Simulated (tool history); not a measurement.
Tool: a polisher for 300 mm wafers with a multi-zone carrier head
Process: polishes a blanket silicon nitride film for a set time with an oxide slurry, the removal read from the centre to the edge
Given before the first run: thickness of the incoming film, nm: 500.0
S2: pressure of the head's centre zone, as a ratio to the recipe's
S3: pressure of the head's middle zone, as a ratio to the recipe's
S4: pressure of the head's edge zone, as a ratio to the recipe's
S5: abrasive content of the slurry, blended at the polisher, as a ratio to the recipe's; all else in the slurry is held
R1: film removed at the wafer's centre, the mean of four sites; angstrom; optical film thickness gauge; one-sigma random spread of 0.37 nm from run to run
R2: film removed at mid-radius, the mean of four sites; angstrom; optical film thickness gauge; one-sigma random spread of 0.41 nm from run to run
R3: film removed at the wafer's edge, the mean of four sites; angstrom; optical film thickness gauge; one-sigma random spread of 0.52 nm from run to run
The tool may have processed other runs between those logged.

{"run": 1, "hour": 0.0, "flow of slurry (ml/min)": 250, "S2": 1.0, "S3": 1.0, "S4": 1.0, "S5": 1.0, "polishing time (s)": 45, "R1": 347.72, "R2": 361.0, "R3": 342.6}
{"run": 2, "hour": 1.5, "flow of slurry (ml/min)": 250, "S2": 1.0, "S3": 1.0, "S4": 0.93, "S5": 1.0, "polishing time (s)": 45, "R1": 350.16, "R2": 364.3, "R3": 337.49}
{"run": 3, "hour": 5.7, "flow of slurry (ml/min)": 250, "S2": 1.0, "S3": 1.0, "S4": 0.93, "S5": 0.8, "polishing time (s)": 45, "R1": 303.6, "R2": 318.95, "R3": 292.72}
{"run": 4, "hour": 7.1, "flow of slurry (ml/min)": 240, "S2": 0.98, "S3": 0.98, "S4": 1.0, "S5": 1.05, "polishing time (s)": 46, "R1": 352.87, "R2": 371.8, "R3": 361.57}
{"run": 5, "hour": 13.5, "flow of slurry (ml/min)": 235, "S2": 0.98, "S3": 0.96, "S4": 1.04, "S5": 1.2, "polishing time (s)": 47, "R1": 377.49, "R2": 392.09, "R3": 400.4}
{"run": 6, "hour": 15.6, "flow of slurry (ml/min)": 235, "S2": 0.98, "S3": 0.96, "S4": 1.04, "S5": 1.05, "polishing time (s)": 47, "R1": 361.83, "R2": 370.15, "R3": 379.17}
{"run": 7, "hour": 17.7, "flow of slurry (ml/min)": 260, "S2": 1.03, "S3": 0.95, "S4": 1.14, "S5": 1.3, "polishing time (s)": 51, "R1": 453.92, "R2": 447.36, "R3": 481.8}

What does the tool deliver on the next run?
{"run": 8, "hour": 18.2, "flow of slurry (ml/min)": 270, "S2": 1.03, "S3": 0.95, "S4": 1.16, "S5": 1.35, "polishing time (s)": 51, "R1": "?", "R2": "?", "R3": "?"}

R1: 471.26 angstrom
R2: 451.20 angstrom
R3: 490.22 angstrom
